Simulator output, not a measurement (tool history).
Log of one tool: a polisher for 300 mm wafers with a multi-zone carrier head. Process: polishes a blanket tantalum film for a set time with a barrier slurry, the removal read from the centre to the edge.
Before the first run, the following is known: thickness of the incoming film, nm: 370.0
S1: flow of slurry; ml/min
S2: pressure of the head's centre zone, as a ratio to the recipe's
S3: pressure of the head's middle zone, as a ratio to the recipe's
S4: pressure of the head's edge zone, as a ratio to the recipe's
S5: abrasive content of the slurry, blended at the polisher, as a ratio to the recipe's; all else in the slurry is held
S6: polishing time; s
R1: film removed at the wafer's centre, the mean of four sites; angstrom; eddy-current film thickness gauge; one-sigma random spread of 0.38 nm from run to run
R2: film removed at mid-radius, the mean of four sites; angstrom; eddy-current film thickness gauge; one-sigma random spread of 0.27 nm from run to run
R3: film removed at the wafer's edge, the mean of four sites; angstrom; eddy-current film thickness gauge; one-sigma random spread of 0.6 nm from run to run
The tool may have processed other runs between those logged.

{"run": 1, "hour": 0.0, "S1": 180, "S2": 1, "S3": 1, "S4": 1, "S5": 1, "S6": 65, "R1": 689.91, "R2": 684.73, "R3": 706.38}
{"run": 2, "hour": 1.5, "S1": 180, "S2": 1, "S3": 1, "S4": 1, "S5": 1, "S6": 50, "R1": 528.7, "R2": 530.08, "R3": 539.6}
{"run": 3, "hour": 5.2, "S1": 180, "S2": 1, "S3": 0.92, "S4": 1, "S5": 1, "S6": 50, "R1": 536.17, "R2": 494.38, "R3": 548.16}
{"run": 4, "hour": 8.7, "S1": 135, "S2": 1, "S3": 0.92, "S4": 1, "S5": 1, "S6": 50, "R1": 496.26, "R2": 461.47, "R3": 516.41}
{"run": 5, "hour": 14.9, "S1": 135, "S2": 1, "S3": 0.92, "S4": 0.93, "S5": 1, "S6": 50, "R1": 495.7, "R2": 464.99, "R3": 500.28}
{"run": 6, "hour": 20.5, "S1": 135, "S2": 1, "S3": 0.92, "S4": 1.01, "S5": 1, "S6": 50, "R1": 497.76, "R2": 463.61, "R3": 523.33}
{"run": 7, "hour": 24.5, "S1": 135, "S2": 1.01, "S3": 0.92, "S4": 0.99, "S5": 1, "S6": 50, "R1": 501.22, "R2": 469.28, "R3": 528.78}
{"run": 8, "hour": 29.6, "S1": 140, "S2": 1.01, "S3": 0.91, "S4": 0.97, "S5": 1, "S6": 50, "R1": 503.46, "R2": 465.57, "R3": 523.35}
{"run": 9, "hour": 36.3, "S1": 145, "S2": 1.03, "S3": 0.91, "S4": 0.95, "S5": 0.95, "S6": 50, "R1": 518.69, "R2": 462.63, "R3": 510.64}

Estimate the outcome of run 10 from the log above:
{"run": 10, "hour": 39.3, "S1": 145, "S2": 1.03, "S3": 0.91, "S4": 0.95, "S5": 0.95, "S6": 50, "R1": "?", "R2": "?", "R3": "?"}

For run 10 the tool returned R1 513.72 angstrom, R2 464.25 angstrom, R3 509.96 angstrom.

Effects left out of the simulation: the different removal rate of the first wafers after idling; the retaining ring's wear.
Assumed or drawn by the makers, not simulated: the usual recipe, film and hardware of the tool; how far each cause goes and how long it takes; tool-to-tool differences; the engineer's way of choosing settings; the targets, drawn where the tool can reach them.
